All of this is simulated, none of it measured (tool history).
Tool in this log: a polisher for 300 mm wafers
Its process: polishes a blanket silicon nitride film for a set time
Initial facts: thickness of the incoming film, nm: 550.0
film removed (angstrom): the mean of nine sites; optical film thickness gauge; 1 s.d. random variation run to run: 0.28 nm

| run | day | flow of slurry (ml/min) | pressure of the wafer on the pad (psi) | speed of the pad under the wafer (cm/s) | polishing time (s) | film removed (angstrom) |
|---|---|---|---|---|---|---|
| 1 | 0 | 220 | 2.4 | 84 | 78 | 712.87 |
| 2 | 0.079 | 220 | 2.4 | 84 | 78 | 715.13 |
| 3 | 0.158 | 220 | 2.4 | 66 | 78 | 584.07 |
| 4 | 0.354 | 215 | 2.2 | 66 | 78 | 545.59 |
| 5 | 0.529 | 215 | 2.2 | 56 | 78 | 469.41 |
| 6 | 0.592 | 215 | 2.2 | 40 | 78 | 358.42 |

For run 7, what comes out?
| 7 | 0.967 | 220 | 2.3 | 40 | 78 | ? |

{"run 7": {"film removed (angstrom)": 381.36}}
